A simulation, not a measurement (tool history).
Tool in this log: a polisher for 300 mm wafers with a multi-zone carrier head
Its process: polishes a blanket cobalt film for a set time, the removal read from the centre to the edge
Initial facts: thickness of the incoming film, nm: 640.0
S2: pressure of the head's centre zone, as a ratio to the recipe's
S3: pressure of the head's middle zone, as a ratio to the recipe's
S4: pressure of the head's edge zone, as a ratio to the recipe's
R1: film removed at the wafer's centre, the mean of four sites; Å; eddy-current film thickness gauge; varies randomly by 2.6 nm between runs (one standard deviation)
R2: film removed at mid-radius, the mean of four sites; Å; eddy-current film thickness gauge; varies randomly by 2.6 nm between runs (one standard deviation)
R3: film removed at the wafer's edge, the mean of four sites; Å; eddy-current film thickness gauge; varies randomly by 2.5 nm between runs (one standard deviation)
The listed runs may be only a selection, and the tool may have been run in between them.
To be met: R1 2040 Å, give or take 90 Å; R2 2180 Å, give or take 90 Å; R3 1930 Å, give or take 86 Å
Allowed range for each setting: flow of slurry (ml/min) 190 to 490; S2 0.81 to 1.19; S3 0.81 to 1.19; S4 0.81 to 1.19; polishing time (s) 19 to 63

run 1 hour=0 | flow_of_slurry_(ml/min)=315 S2=1 S3=1 S4=1 polishing_time_(s)=41 | R1=1544.9 R2=1592.6 R3=1588.3
run 2 hour=8.8 | flow_of_slurry_(ml/min)=315 S2=1 S3=0.92 S4=1 polishing_time_(s)=41 | R1=1578.7 R2=1514.2 R3=1606.5
run 3 hour=15.3 | flow_of_slurry_(ml/min)=315 S2=0.94 S3=0.92 S4=1 polishing_time_(s)=41 | R1=1494 R2=1541.7 R3=1628.6
run 4 hour=18.8 | flow_of_slurry_(ml/min)=325 S2=0.97 S3=0.97 S4=0.98 polishing_time_(s)=44 | R1=1647.6 R2=1710.7 R3=1692.3
run 5 hour=26.8 | flow_of_slurry_(ml/min)=325 S2=0.97 S3=0.97 S4=0.98 polishing_time_(s)=36 | R1=1357.5 R2=1396.8 R3=1417.8
run 6 hour=32.8 | flow_of_slurry_(ml/min)=335 S2=0.99 S3=1.01 S4=0.98 polishing_time_(s)=40 | R1=1510 R2=1622 R3=1536.6
run 7 hour=36.1 | flow_of_slurry_(ml/min)=340 S2=1.09 S3=1.08 S4=1.05 polishing_time_(s)=51 | R1=2190.5 R2=2126.3 R3=2023.6
run 8 hour=44.9 | flow_of_slurry_(ml/min)=340 S2=1.08 S3=1.09 S4=1.04 polishing_time_(s)=51 | R1=2223.5 R2=2179.1 R3=2045.6

Consider the 4 candidate settings below. Which is the only one whose results all fall within their allowed miss of target?
run A hour=53.7 | flow_of_slurry_(ml/min)=310 S2=1.12 S3=1.02 S4=1.09 polishing_time_(s)=55 | R1=? R2=? R3=?
run B hour=53.7 | flow_of_slurry_(ml/min)=255 S2=1.07 S3=1.02 S4=1 polishing_time_(s)=50 | R1=? R2=? R3=?
run C hour=53.7 | flow_of_slurry_(ml/min)=345 S2=0.99 S3=1.05 S4=1.05 polishing_time_(s)=52 | R1=? R2=? R3=?
run D hour=53.7 | flow_of_slurry_(ml/min)=245 S2=1.06 S3=1.12 S4=0.99 polishing_time_(s)=50 | R1=? R2=? R3=?

move=A R1=2432.3 R2=2231.8 R3=2176.8
move=B R1=2077.8 R2=2000.1 R3=1890.4
move=C R1=2048.1 R2=2180.3 R3=2037.7
move=D R1=2052.4 R2=2159.5 R3=1876
A: further off than the last run
B: meets the target for the result that was furthest off, but another lies outside its allowed miss
C: meets the target for the result that was furthest off, but another lies outside its allowed miss
D: each result inside its tolerance
So the answer is move D, the one that meets all the targets.
